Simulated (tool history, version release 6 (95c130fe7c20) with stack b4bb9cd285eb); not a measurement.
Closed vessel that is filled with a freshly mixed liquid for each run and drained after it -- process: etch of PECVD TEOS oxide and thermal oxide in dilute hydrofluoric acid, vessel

| run | hour | temperature setpoint of the liquid (°C) | parts of water to one part of 49 % hydrofluoric acid (parts by volume) | time in the liquid (s) | thickness taken off the PECVD TEOS oxide on a monitor wafer (Å) | thickness taken off the thermal oxide on a monitor wafer (Å) |
|---|---|---|---|---|---|---|
| 1 | 0.0 | 23.0 | 55 | 60 | 309.21 | 49.970 |
| 2 | 2.4 | 25.5 | 45 | 60 | 432.34 | 69.550 |
| 3 | 5.1 | 27.5 | 40 | 60 | 530.91 | 85.448 |
| 4 | 14.0 | 28.5 | 40 | 60 | 553.65 | 88.795 |
| 5 | 17.9 | 29.5 | 40 | 60 | 579.44 | 90.343 |
| 6 | 25.0 | 29.5 | 40 | 45 | 432.87 | 68.771 |
| 7 | 33.1 | 31.0 | 20 | 45 | 951.10 | 151.030 |
| 8 | 36.6 | 29.0 | 20 | 45 | 871.93 | 137.910 |
| 9 | 40.5 | 27.0 | 20 | 45 | 802.74 | 127.270 |
| 10 | 44.5 | 25.5 | 20 | 45 | 746.94 | 118.630 |
| 11 | 47.7 | 25.0 | 20 | 45 | 736.53 | 116.620 |

The next listed run, before its measurement:
| 12 | 54.2 | 25.0 | 20 | 45 | ? | ? |

{"run 12": {"thickness taken off the PECVD TEOS oxide on a monitor wafer (Å)": 754.3, "thickness taken off the thermal oxide on a monitor wafer (Å)": 116.25}}

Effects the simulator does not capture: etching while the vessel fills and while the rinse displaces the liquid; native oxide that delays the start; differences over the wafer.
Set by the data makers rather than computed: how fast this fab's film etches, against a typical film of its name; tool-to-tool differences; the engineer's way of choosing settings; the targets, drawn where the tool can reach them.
